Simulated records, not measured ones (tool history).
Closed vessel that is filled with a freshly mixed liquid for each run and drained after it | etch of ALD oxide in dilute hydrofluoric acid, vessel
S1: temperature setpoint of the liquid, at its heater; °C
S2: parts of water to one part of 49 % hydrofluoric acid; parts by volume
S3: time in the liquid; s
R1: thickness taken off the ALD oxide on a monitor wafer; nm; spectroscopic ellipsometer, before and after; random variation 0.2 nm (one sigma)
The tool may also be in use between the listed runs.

run	day	S1	S2	S3	R1
1	0	23	60	95	22.975
2	0.158	23	60	95	23.098
3	0.308	20.5	60	95	20.846
4	0.625	20.5	40	95	32.115
5	0.867	21.5	40	95	33.199
6	0.921	22.5	40	95	35.027
7	0.962	23	40	95	35.638
# day 1.246: thermometer replaced
8	1.246	23.5	40	95	33.433
9	1.512	24	40	95	34.296
10	1.65	24.5	40	95	35.119
11	1.958	25	40	95	35.811
12	2.038	25.5	40	95	36.441

Forecast run 13:
13	2.35	26	40	95	?

{"run 13": {"R1": 37.389}}
